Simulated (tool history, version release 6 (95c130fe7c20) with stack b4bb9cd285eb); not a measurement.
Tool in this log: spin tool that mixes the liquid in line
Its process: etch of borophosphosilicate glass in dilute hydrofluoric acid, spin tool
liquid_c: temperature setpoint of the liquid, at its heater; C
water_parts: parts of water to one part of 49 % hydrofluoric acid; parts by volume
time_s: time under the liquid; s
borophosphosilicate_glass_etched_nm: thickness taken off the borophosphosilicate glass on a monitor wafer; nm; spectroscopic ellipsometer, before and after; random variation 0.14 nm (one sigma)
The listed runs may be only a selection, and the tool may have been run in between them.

run  hour  liquid_c  water_parts  time_s  borophosphosilicate_glass_etched_nm
  1     0        25          185     300                               41.225
  2   7.2        23          195     300                               35.884
  3    15        23          195     300                               35.318
  4  20.6      21.5          200     300                               32.874
  5  21.2      21.5          235     300                               27.124
  6  28.1      20.5          235     300                               26.112

What does the tool deliver on the next run?
  7    34        20          235     300                                    ?

Run 7 yielded borophosphosilicate_glass_etched_nm 25.509 nm.
